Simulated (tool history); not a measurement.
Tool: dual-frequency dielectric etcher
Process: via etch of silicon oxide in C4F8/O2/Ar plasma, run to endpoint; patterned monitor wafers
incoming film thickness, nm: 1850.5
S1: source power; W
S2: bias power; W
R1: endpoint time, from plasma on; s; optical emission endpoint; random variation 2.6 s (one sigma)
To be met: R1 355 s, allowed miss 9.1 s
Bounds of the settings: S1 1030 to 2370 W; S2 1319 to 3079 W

run  hour    S1    S2      R1
  1     0  1700  2199  390.73
  2   8.5  1410  2199   425.3
  3  10.4  1280  2199  442.82
  4  11.2  1030  2199  483.33
  5  19.7  1030  2529  479.53
  6  25.6  1180  2551  440.25
  7  28.4  1520  2663  391.15
       31  -- bias power generator calibrated
  8    31  1570  2678   378.1
  9  39.6  1600  2686  381.56
 10    44  1630  2698  375.71
 11  45.2  1660  2707  375.03

4 next moves are on the table. One of them brings every result within its allowed miss. Which?
  A  46.4  1420  2586   ?
  B  46.4  1460  2740   ?
  C  46.4  1400  2591   ?
  D  46.4  1890  2821   ?

move      R1
   A     400
   B   389.4
   C  402.18
   D   347.1
A: further off than the last run
B: further off than the last run
C: further off than the last run
D: meets every target
Answer: D
